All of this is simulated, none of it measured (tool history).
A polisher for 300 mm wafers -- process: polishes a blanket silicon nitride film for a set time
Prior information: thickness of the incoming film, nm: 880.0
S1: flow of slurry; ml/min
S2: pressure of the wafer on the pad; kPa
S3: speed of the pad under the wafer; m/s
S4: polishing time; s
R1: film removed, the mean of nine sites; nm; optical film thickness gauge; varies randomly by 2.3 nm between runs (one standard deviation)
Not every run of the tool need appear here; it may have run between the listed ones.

{"run": 1, "hour": 0.0, "S1": 245, "S2": 24.8, "S3": 0.88, "S4": 99, "R1": 140.58}
{"run": 2, "hour": 6.8, "S1": 280, "S2": 24.8, "S3": 0.88, "S4": 99, "R1": 140.42}
{"run": 3, "hour": 8.3, "S1": 235, "S2": 24.8, "S3": 0.88, "S4": 99, "R1": 141.29}
{"run": 4, "hour": 10.6, "S1": 200, "S2": 24.8, "S3": 0.88, "S4": 99, "R1": 139.22}
{"run": 5, "hour": 11.8, "S1": 255, "S2": 24.8, "S3": 0.88, "S4": 99, "R1": 140.33}
{"run": 6, "hour": 19.5, "S1": 255, "S2": 22.1, "S3": 0.88, "S4": 99, "R1": 129.65}

Expected results for the next run?
{"run": 7, "hour": 22.4, "S1": 255, "S2": 24.8, "S3": 0.88, "S4": 99, "R1": "?"}

R1: 138.59 nm

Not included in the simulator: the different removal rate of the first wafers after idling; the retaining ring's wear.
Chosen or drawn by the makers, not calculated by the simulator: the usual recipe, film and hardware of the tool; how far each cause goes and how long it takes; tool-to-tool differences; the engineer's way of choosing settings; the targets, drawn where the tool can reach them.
